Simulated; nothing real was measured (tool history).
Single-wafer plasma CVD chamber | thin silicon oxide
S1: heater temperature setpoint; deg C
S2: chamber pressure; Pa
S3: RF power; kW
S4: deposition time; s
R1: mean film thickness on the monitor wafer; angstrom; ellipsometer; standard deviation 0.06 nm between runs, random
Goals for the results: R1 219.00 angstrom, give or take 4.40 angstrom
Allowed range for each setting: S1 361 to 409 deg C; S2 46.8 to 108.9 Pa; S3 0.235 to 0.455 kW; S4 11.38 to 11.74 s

Run 1, hour 0.0: S1 385 deg C, S2 77.9 Pa, S3 0.345 kW, S4 11.38 s. Result: R1 169.15 angstrom.
Run 2, hour 7.8: S1 385 deg C, S2 79.9 Pa, S3 0.345 kW, S4 11.38 s. Result: R1 172.40 angstrom.
Run 3, hour 9.2: S1 385 deg C, S2 79.9 Pa, S3 0.390 kW, S4 11.38 s. Result: R1 176.09 angstrom.
Run 4, hour 12.0: S1 385 deg C, S2 79.9 Pa, S3 0.360 kW, S4 11.38 s. Result: R1 173.56 angstrom.
Run 5, hour 17.1: S1 394 deg C, S2 79.9 Pa, S3 0.360 kW, S4 11.38 s. Result: R1 172.09 angstrom.
Run 6, hour 20.2: S1 394 deg C, S2 90.0 Pa, S3 0.360 kW, S4 11.38 s. Result: R1 187.62 angstrom.
Run 7, hour 25.4: S1 394 deg C, S2 105.6 Pa, S3 0.365 kW, S4 11.39 s. Result: R1 211.98 angstrom.
Run 8, hour 31.3: S1 394 deg C, S2 106.0 Pa, S3 0.365 kW, S4 11.39 s. Result: R1 212.79 angstrom.
Run 9, hour 38.1: S1 394 deg C, S2 106.3 Pa, S3 0.365 kW, S4 11.39 s. Result: R1 212.89 angstrom.

Pick the move, out of 5, that brings all results within their allowed miss; only one does.
Run A, hour 44.9: S1 393 deg C, S2 100.4 Pa, S3 0.390 kW, S4 11.38 s. Result: R1 ?.
Run B, hour 44.9: S1 396 deg C, S2 101.5 Pa, S3 0.375 kW, S4 11.38 s. Result: R1 ?.
Run C, hour 44.9: S1 381 deg C, S2 104.9 Pa, S3 0.355 kW, S4 11.38 s. Result: R1 ?.
Run D, hour 44.9: S1 389 deg C, S2 103.6 Pa, S3 0.355 kW, S4 11.38 s. Result: R1 ?.
Run E, hour 44.9: S1 392 deg C, S2 103.5 Pa, S3 0.375 kW, S4 11.74 s. Result: R1 ?.

move      R1
   A  208.44
   B  207.85
   C  212.16
   D  209.21
   E  217.98
A: further off than the last run
B: further off than the last run
C: further off than the last run
D: further off than the last run
E: all results in spec
The move that meets every target is E.
